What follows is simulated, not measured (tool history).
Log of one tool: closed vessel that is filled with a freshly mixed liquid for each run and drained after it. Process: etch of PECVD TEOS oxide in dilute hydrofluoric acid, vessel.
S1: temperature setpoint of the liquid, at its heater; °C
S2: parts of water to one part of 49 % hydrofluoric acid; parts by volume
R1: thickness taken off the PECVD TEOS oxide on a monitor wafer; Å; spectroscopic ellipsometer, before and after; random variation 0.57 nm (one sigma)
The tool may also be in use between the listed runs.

Run 1, day 0: S1 24 °C, S2 85 parts by volume, time in the liquid (s) 530. Result: R1 527.5 Å.
Run 2, day 0.038: S1 24 °C, S2 85 parts by volume, time in the liquid (s) 530. Result: R1 532.59 Å.
Run 3, day 0.262: S1 25.5 °C, S2 85 parts by volume, time in the liquid (s) 530. Result: R1 569.65 Å.
Run 4, day 0.475: S1 26.5 °C, S2 85 parts by volume, time in the liquid (s) 530. Result: R1 586.53 Å.
Run 5, day 0.55: S1 27.5 °C, S2 85 parts by volume, time in the liquid (s) 530. Result: R1 610.24 Å.
Run 6, day 0.846: S1 28 °C, S2 85 parts by volume, time in the liquid (s) 530. Result: R1 620.12 Å.

The next listed run, before its measurement:
Run 7, day 1.138: S1 28.5 °C, S2 85 parts by volume, time in the liquid (s) 530. Result: R1 ?.

R1: 645.75 Å
